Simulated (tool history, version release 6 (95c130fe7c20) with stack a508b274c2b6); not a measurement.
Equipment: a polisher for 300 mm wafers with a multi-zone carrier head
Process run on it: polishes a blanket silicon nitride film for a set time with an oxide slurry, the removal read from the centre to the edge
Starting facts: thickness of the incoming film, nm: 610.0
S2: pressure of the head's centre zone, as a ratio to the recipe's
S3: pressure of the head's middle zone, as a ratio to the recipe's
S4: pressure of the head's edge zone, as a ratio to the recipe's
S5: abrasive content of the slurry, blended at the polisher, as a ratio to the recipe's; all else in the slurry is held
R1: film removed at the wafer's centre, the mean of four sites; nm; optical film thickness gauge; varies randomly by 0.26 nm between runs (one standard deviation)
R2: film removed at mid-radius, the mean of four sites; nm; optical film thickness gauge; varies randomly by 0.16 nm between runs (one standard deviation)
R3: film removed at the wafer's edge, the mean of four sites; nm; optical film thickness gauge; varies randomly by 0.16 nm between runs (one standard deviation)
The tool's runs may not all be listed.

Run 1, hour 0.0: flow of slurry (ml/min) 145, S2 1.00, S3 1.00, S4 1.00, S5 1.00, polishing time (s) 43. Result: R1 34.504 nm, R2 33.413 nm, R3 34.095 nm.
Run 2, hour 6.4: flow of slurry (ml/min) 130, S2 0.95, S3 0.94, S4 0.98, S5 0.85, polishing time (s) 42. Result: R1 27.891 nm, R2 28.544 nm, R3 29.854 nm.
Run 3, hour 11.2: flow of slurry (ml/min) 130, S2 0.95, S3 0.94, S4 0.92, S5 0.85, polishing time (s) 42. Result: R1 28.128 nm, R2 28.601 nm, R3 29.283 nm.
Run 4, hour 12.7: flow of slurry (ml/min) 130, S2 0.95, S3 0.86, S4 0.92, S5 0.85, polishing time (s) 42. Result: R1 27.536 nm, R2 27.117 nm, R3 28.685 nm.
Run 5, hour 20.4: flow of slurry (ml/min) 130, S2 0.95, S3 0.86, S4 0.92, S5 0.75, polishing time (s) 42. Result: R1 26.176 nm, R2 24.637 nm, R3 26.718 nm.
Run 6, hour 26.8: flow of slurry (ml/min) 130, S2 0.95, S3 0.86, S4 0.92, S5 0.75, polishing time (s) 53. Result: R1 32.823 nm, R2 31.818 nm, R3 33.723 nm.
Run 7, hour 34.5: flow of slurry (ml/min) 115, S2 0.93, S3 0.84, S4 0.95, S5 0.65, polishing time (s) 49. Result: R1 25.916 nm, R2 25.051 nm, R3 28.220 nm.
Run 8, hour 41.4: flow of slurry (ml/min) 105, S2 0.91, S3 0.83, S4 0.95, S5 0.60, polishing time (s) 48. Result: R1 23.099 nm, R2 22.516 nm, R3 25.867 nm.
Run 9, hour 48.5: flow of slurry (ml/min) 100, S2 0.90, S3 0.82, S4 0.95, S5 0.55, polishing time (s) 48. Result: R1 20.935 nm, R2 20.835 nm, R3 23.849 nm.
Run 10, hour 55.9: flow of slurry (ml/min) 95, S2 0.90, S3 0.82, S4 0.96, S5 0.55, polishing time (s) 48. Result: R1 20.544 nm, R2 20.382 nm, R3 23.882 nm.
Run 11, hour 57.1: flow of slurry (ml/min) 95, S2 0.90, S3 0.82, S4 0.96, S5 0.55, polishing time (s) 48. Result: R1 20.952 nm, R2 20.525 nm, R3 23.971 nm.
Run 12, hour 60.9: flow of slurry (ml/min) 90, S2 0.89, S3 0.82, S4 0.96, S5 0.55, polishing time (s) 48. Result: R1 20.108 nm, R2 20.308 nm, R3 23.281 nm.
Run 13, hour 64.2: flow of slurry (ml/min) 90, S2 0.89, S3 0.82, S4 0.97, S5 0.55, polishing time (s) 48. Result: R1 20.452 nm, R2 20.275 nm, R3 23.710 nm.
Run 14, hour 68.2: flow of slurry (ml/min) 90, S2 0.89, S3 0.82, S4 0.97, S5 0.55, polishing time (s) 48. Result: R1 20.132 nm, R2 20.121 nm, R3 23.435 nm.
Run 15, hour 71.2: flow of slurry (ml/min) 85, S2 0.89, S3 0.81, S4 0.98, S5 0.50, polishing time (s) 48. Result: R1 18.542 nm, R2 18.500 nm, R3 21.675 nm.
Run 16, hour 74.3: flow of slurry (ml/min) 90, S2 0.89, S3 0.81, S4 0.99, S5 0.50, polishing time (s) 48. Result: R1 18.399 nm, R2 18.210 nm, R3 21.796 nm.
Run 17, hour 82.3: flow of slurry (ml/min) 100, S2 0.89, S3 0.81, S4 0.99, S5 0.50, polishing time (s) 48. Result: R1 19.034 nm, R2 18.945 nm, R3 22.019 nm.
Run 18, hour 85.8: flow of slurry (ml/min) 115, S2 0.90, S3 0.81, S4 1.07, S5 0.55, polishing time (s) 48. Result: R1 21.380 nm, R2 21.105 nm, R3 25.722 nm.
Run 19, hour 86.6: flow of slurry (ml/min) 105, S2 0.90, S3 0.81, S4 1.04, S5 0.55, polishing time (s) 48. Result: R1 20.651 nm, R2 20.534 nm, R3 25.013 nm.
Run 20, hour 91.3: flow of slurry (ml/min) 100, S2 0.90, S3 0.81, S4 1.02, S5 0.55, polishing time (s) 48. Result: R1 20.654 nm, R2 20.689 nm, R3 24.398 nm.

The next listed run, before its measurement:
Run 21, hour 95.3: flow of slurry (ml/min) 95, S2 0.90, S3 0.81, S4 1.01, S5 0.55, polishing time (s) 48. Result: R1 ?, R2 ?, R3 ?.

{"run 21": {"R1": 20.686, "R2": 20.545, "R3": 24.199}}
